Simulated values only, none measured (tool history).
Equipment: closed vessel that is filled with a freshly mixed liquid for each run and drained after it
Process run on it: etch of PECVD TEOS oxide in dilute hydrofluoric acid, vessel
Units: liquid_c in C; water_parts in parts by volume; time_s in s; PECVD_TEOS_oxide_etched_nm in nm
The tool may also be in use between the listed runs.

run,day,liquid_c,water_parts,time_s,PECVD_TEOS_oxide_etched_nm
1,0.000,22.0,100,90,18.055
2,0.196,22.0,100,95,19.083
3,0.433,24.0,80,95,26.341
4,0.471,24.0,80,95,26.389
5,0.746,25.5,70,95,32.277
6,0.871,26.5,65,95,36.697

Run 7 comes next. What will it give?
7,0.908,27.5,60,95,?

PECVD_TEOS_oxide_etched_nm: 41.104 nm
